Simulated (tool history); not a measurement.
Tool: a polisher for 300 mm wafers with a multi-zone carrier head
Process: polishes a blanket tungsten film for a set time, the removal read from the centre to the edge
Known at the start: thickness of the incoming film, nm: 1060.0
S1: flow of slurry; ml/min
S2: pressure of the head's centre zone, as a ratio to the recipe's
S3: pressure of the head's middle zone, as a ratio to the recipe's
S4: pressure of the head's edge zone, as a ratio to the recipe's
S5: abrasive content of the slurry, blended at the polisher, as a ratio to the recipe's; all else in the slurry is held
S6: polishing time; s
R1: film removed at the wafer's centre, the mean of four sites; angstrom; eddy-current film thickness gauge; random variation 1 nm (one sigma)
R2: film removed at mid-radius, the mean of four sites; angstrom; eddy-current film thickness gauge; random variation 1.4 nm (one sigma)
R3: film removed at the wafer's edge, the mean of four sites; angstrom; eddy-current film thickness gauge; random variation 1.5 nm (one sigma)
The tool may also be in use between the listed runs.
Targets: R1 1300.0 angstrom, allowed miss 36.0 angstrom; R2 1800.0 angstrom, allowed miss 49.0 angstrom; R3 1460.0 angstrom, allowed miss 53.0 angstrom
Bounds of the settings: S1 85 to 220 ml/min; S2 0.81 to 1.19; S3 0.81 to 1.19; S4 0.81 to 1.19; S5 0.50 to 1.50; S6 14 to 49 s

run    day   S1    S2    S3    S4    S5  S6      R1      R2      R3
  1  0.000  140  1.00  1.00  1.00  1.00  31  1360.1  1427.0  1391.2
  2  0.071  155  0.96  1.06  1.00  1.00  31  1328.6  1512.7  1399.1
  3  0.212  155  0.96  1.10  1.00  1.00  31  1325.9  1559.2  1426.6
  4  0.442  165  0.93  1.13  0.97  1.05  31  1327.8  1654.4  1411.8
  5  0.696  165  1.01  1.13  0.97  1.05  31  1438.9  1665.6  1396.6
  6  1.004  165  0.97  1.15  0.97  1.10  31  1427.1  1687.7  1424.0
  7  1.133  165  0.92  1.16  0.96  1.10  31  1314.1  1716.6  1472.9
  8  1.483  170  0.91  1.17  0.94  1.10  31  1328.8  1720.9  1428.7

5 next moves are on the table. One of them brings every result within its allowed miss. Which?
  A  1.833  170  0.95  1.13  0.99  1.05  30   ?   ?   ?
  B  1.833  180  0.85  1.15  0.88  1.15  32   ?   ?   ?
  C  1.833  170  0.88  1.13  0.97  1.15  31   ?   ?   ?
  D  1.833  165  0.93  1.08  0.97  1.05  32   ?   ?   ?
  E  1.833  145  0.94  1.19  0.91  1.10  31   ?   ?   ?

move      R1      R2      R3
   A  1334.2  1604.0  1410.1
   B  1324.1  1807.0  1483.4
   C  1314.9  1708.4  1487.9
   D  1384.9  1638.1  1486.5
   E  1343.7  1712.8  1398.2
A: further off than the last run
B: meets every target
C: further off than the last run
D: further off than the last run
E: further off than the last run
Move B is the one to make.

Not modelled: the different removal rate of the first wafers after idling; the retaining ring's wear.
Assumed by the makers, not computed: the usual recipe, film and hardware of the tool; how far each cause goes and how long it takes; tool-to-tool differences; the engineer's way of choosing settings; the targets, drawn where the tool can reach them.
